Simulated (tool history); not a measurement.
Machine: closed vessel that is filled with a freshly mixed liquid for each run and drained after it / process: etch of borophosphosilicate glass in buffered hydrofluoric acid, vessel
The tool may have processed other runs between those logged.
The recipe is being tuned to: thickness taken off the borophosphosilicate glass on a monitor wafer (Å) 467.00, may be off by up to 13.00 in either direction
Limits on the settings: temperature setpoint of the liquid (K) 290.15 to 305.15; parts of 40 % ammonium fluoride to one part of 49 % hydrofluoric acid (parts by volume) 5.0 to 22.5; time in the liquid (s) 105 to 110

| run | hour | temperature setpoint of the liquid (K) | parts of 40 % ammonium fluoride to one part of 49 % hydrofluoric acid (parts by volume) | time in the liquid (s) | thickness taken off the borophosphosilicate glass on a monitor wafer (Å) |
|---|---|---|---|---|---|
| 1 | 0.0 | 297.15 | 13.5 | 105 | 1056.40 |
| 2 | 8.8 | 297.15 | 9.5 | 105 | 1468.00 |
| 3 | 15.2 | 300.65 | 9.5 | 105 | 1785.70 |
| 4 | 21.1 | 299.15 | 11.0 | 105 | 1443.40 |
| 5 | 26.9 | 297.65 | 12.5 | 105 | 1176.00 |
| 6 | 27.8 | 296.65 | 13.5 | 105 | 1037.70 |
| 7 | 31.9 | 295.65 | 14.5 | 105 | 911.33 |
| 8 | 40.7 | 294.65 | 15.5 | 105 | 812.85 |
| 9 | 49.1 | 290.65 | 20.0 | 105 | 503.19 |
| 10 | 51.2 | 290.15 | 20.5 | 105 | 487.69 |

4 candidate next runs follow, results not yet known. Just one meets every target within its allowed miss. Identify it.
| A | 53.3 | 290.15 | 21.5 | 105 | ? |
| B | 53.3 | 290.15 | 19.5 | 105 | ? |
| C | 53.3 | 290.15 | 19.5 | 110 | ? |
| D | 53.3 | 290.15 | 20.0 | 110 | ? |

| move | thickness taken off the borophosphosilicate glass on a monitor wafer (Å) |
|---|---|
| A | 461.03 |
| B | 497.08 |
| C | 520.75 |
| D | 507.83 |
A: every result within its allowed miss
B: its largest miss is bigger than the last run's
C: its largest miss is bigger than the last run's
D: its largest miss is bigger than the last run's
Answer: A
